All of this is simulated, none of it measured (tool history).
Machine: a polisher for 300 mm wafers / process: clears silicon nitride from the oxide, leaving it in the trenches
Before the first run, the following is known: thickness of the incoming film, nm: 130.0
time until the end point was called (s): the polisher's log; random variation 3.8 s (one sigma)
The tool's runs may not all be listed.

run  hour  flow of slurry (ml/min)  pressure of the wafer on the pad (kPa)  speed of the pad under the wafer (cm/s)  overpolish time after the end point (s)  time until the end point was called (s)
  1   0.0                      130                                    20.7                                       88                                        6                                   165.88
  2   8.3                      130                                    24.8                                       88                                        6                                   141.97
  3  13.7                      160                                    24.8                                       88                                        6                                   134.40
  4  14.6                      160                                    24.8                                       88                                        6                                   135.85
  5  16.2                      160                                    28.3                                       88                                        6                                   116.42
  6  22.5                      160                                    28.3                                       98                                        6                                   110.11
  7  27.6                      160                                    26.2                                       96                                        6                                   116.34

Expected results for the next run?
  8  33.2                      160                                    24.1                                       94                                        6                                        ?

{"run 8": {"time until the end point was called (s)": 130.29}}

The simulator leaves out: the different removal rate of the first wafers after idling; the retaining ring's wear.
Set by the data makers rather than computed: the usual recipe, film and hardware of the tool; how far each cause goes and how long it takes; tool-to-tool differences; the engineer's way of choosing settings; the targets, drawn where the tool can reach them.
